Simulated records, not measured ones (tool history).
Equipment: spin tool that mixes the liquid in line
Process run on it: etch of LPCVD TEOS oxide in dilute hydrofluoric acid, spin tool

run  hour  temperature setpoint of the liquid (°C)  parts of water to one part of 49 % hydrofluoric acid (parts by volume)  time under the liquid (s)  thickness taken off the LPCVD TEOS oxide on a monitor wafer (nm)
  1     0                                       23                                                                      95                         45                                                            12.752
  2   8.5                                     21.5                                                                      95                         45                                                            12.014
  3  10.2                                       24                                                                      95                         45                                                            13.348
  4  14.6                                     25.5                                                                      95                         45                                                            14.132
  5  17.1                                     25.5                                                                      95                         45                                                            14.234
  6  25.7                                     26.5                                                                      95                         45                                                            14.659

Estimate the outcome of run 7 from the log above:
  7  30.5                                     27.5                                                                      95                         45                                                                 ?

{"run 7": {"thickness taken off the LPCVD TEOS oxide on a monitor wafer (nm)": 15.228}}
